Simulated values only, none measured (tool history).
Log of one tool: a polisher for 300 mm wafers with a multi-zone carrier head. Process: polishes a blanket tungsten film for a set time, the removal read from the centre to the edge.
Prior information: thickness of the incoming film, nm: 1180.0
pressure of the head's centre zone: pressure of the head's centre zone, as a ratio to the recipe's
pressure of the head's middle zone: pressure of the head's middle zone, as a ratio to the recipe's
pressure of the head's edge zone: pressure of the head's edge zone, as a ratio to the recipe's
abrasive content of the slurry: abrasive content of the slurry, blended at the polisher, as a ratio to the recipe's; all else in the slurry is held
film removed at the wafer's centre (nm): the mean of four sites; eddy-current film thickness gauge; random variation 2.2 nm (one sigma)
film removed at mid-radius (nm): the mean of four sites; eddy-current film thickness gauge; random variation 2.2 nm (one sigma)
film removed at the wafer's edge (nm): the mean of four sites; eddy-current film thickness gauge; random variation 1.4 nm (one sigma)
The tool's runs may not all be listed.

| run | hour | flow of slurry (ml/min) | pressure of the head's centre zone | pressure of the head's middle zone | pressure of the head's edge zone | abrasive content of the slurry | polishing time (s) | film removed at the wafer's centre (nm) | film removed at mid-radius (nm) | film removed at the wafer's edge (nm) |
|---|---|---|---|---|---|---|---|---|---|---|
| 1 | 0.0 | 195 | 1.00 | 1.00 | 1.00 | 1.00 | 62 | 258.69 | 252.86 | 244.14 |
| 2 | 1.0 | 190 | 1.01 | 0.97 | 0.98 | 0.90 | 59 | 234.83 | 222.32 | 227.75 |
| 3 | 8.4 | 195 | 1.04 | 0.97 | 0.96 | 0.85 | 55 | 224.94 | 208.94 | 200.08 |
| 4 | 16.3 | 195 | 1.04 | 0.97 | 0.96 | 0.85 | 47 | 186.41 | 177.99 | 174.13 |
| 5 | 19.8 | 190 | 1.05 | 0.95 | 0.94 | 0.80 | 47 | 188.00 | 171.34 | 169.79 |
| 6 | 28.9 | 190 | 1.00 | 0.95 | 0.94 | 0.80 | 47 | 183.61 | 168.52 | 170.25 |
| 7 | 31.2 | 185 | 1.00 | 0.94 | 0.92 | 0.80 | 47 | 179.72 | 164.14 | 168.98 |
| 8 | 32.9 | 185 | 1.01 | 0.93 | 0.90 | 0.80 | 47 | 180.56 | 163.47 | 166.66 |
|  | 39.5 | edge zone pressure recalibrated |
| 9 | 39.5 | 180 | 1.02 | 0.92 | 0.89 | 0.80 | 47 | 182.44 | 165.97 | 169.36 |
| 10 | 42.3 | 185 | 1.03 | 0.91 | 0.89 | 0.75 | 47 | 178.96 | 157.36 | 169.50 |

Run 11 comes next. What will it give?
| 11 | 47.4 | 185 | 1.05 | 0.91 | 0.87 | 0.70 | 47 | ? | ? | ? |

Run 11 came out at film removed at the wafer's centre (nm) 181.61, film removed at mid-radius (nm) 157.88, film removed at the wafer's edge (nm) 165.06.
